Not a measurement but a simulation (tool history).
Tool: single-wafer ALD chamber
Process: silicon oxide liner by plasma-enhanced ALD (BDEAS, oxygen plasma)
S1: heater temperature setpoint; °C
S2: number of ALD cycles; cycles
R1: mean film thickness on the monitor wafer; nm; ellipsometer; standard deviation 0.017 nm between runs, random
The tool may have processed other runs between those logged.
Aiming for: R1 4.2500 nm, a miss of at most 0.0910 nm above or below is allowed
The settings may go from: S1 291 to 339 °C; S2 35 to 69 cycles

{"run": 1, "hour": 0.0, "S1": 315, "S2": 52, "R1": 5.0323}
{"run": 2, "hour": 5.0, "S1": 319, "S2": 52, "R1": 4.9746}
{"run": 3, "hour": 6.0, "S1": 323, "S2": 52, "R1": 4.919}
{"run": 4, "hour": 6.8, "S1": 314, "S2": 52, "R1": 5.0168}
{"run": 5, "hour": 13.3, "S1": 315, "S2": 50, "R1": 4.817}
{"run": 6, "hour": 16.0, "S1": 316, "S2": 48, "R1": 4.6239}
{"run": 7, "hour": 18.8, "S1": 317, "S2": 43, "R1": 4.13}
{"run": 8, "hour": 27.2, "S1": 316, "S2": 43, "R1": 4.1323}

Exercise: of the 5 proposed moves below, exactly one satisfies all targets within the stated allowed misses. Which move is it?
{"run": "A", "hour": 35.6, "S1": 322, "S2": 42, "R1": "?"}
{"run": "B", "hour": 35.6, "S1": 321, "S2": 42, "R1": "?"}
{"run": "C", "hour": 35.6, "S1": 326, "S2": 42, "R1": "?"}
{"run": "D", "hour": 35.6, "S1": 313, "S2": 44, "R1": "?"}
{"run": "E", "hour": 35.6, "S1": 314, "S2": 47, "R1": "?"}

move=A R1=4.0102
move=B R1=4.0153
move=C R1=3.9899
move=D R1=4.2491
move=E R1=4.5332
A: moves away from the targets compared with the last run
B: moves away from the targets compared with the last run
C: moves away from the targets compared with the last run
D: hits every target within its allowed miss
E: pushes the last run's worst result past its target
Answer: D

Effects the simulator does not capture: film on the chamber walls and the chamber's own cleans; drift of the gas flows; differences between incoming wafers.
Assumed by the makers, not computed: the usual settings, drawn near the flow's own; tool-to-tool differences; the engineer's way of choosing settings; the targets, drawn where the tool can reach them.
